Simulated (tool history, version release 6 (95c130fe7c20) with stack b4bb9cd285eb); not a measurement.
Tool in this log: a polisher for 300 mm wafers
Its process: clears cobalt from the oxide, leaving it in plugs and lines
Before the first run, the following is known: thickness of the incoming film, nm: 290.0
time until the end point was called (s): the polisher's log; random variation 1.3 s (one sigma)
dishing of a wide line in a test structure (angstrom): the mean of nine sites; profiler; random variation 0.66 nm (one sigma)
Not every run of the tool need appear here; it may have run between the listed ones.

| run | hour | flow of slurry (ml/min) | pressure of the wafer on the pad (psi) | speed of the pad under the wafer (m/s) | overpolish time after the end point (s) | time until the end point was called (s) | dishing of a wide line in a test structure (angstrom) |
|---|---|---|---|---|---|---|---|
| 1 | 0 | 310 | 1.9 | 1.18 | 22 | 65.065 | 465.06 |
| 2 | 0.8 | 310 | 1.4 | 1.18 | 22 | 89.733 | 404.56 |
| 3 | 9.8 | 240 | 1.4 | 1.18 | 22 | 89.192 | 422.93 |
| 4 | 13.7 | 240 | 1.6 | 1.18 | 22 | 80.995 | 413.93 |
| 5 | 14.4 | 240 | 1.6 | 1.18 | 29 | 79.38 | 477.93 |
| 6 | 17 | 240 | 1.6 | 1.18 | 23 | 80.276 | 447.61 |
| 7 | 19 | 235 | 1.2 | 1.16 | 13 | 109.78 | 270.68 |

Run 8, settings as shown, results not yet in. Your forecast:
| 8 | 21.5 | 235 | 1.2 | 1.16 | 14 | ? | ? |

time until the end point was called (s): 109.13
dishing of a wide line in a test structure (angstrom): 284.16

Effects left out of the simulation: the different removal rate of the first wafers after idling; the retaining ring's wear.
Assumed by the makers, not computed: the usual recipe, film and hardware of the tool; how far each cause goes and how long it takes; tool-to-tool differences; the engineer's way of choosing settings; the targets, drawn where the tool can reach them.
